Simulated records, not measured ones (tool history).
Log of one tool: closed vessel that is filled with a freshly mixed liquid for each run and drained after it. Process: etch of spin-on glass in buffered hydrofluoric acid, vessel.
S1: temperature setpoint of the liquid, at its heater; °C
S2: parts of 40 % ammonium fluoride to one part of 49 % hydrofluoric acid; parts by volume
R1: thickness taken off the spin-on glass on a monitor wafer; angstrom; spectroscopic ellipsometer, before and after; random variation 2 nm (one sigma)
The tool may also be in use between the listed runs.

{"run": 1, "hour": 0.0, "S1": 21.0, "S2": 13, "time in the liquid (s)": 100, "R1": 1617.6}
{"run": 2, "hour": 3.3, "S1": 18.5, "S2": 13, "time in the liquid (s)": 100, "R1": 1420.1}
{"run": 3, "hour": 12.2, "S1": 19.5, "S2": 13, "time in the liquid (s)": 100, "R1": 1474.1}
{"run": 4, "hour": 18.4, "S1": 21.0, "S2": 13, "time in the liquid (s)": 100, "R1": 1637.8}
{"run": 5, "hour": 21.8, "S1": 22.0, "S2": 13, "time in the liquid (s)": 100, "R1": 1708.0}
{"run": 6, "hour": 25.2, "S1": 24.5, "S2": 13, "time in the liquid (s)": 100, "R1": 1973.1}
{"run": 7, "hour": 34.5, "S1": 25.0, "S2": 13, "time in the liquid (s)": 100, "R1": 2021.0}
{"run": 8, "hour": 41.5, "S1": 25.5, "S2": 13, "time in the liquid (s)": 100, "R1": 2070.8}

Forecast run 9:
{"run": 9, "hour": 49.3, "S1": 26.0, "S2": 13, "time in the liquid (s)": 100, "R1": "?"}

Run 9 gave R1 2142.5 angstrom.
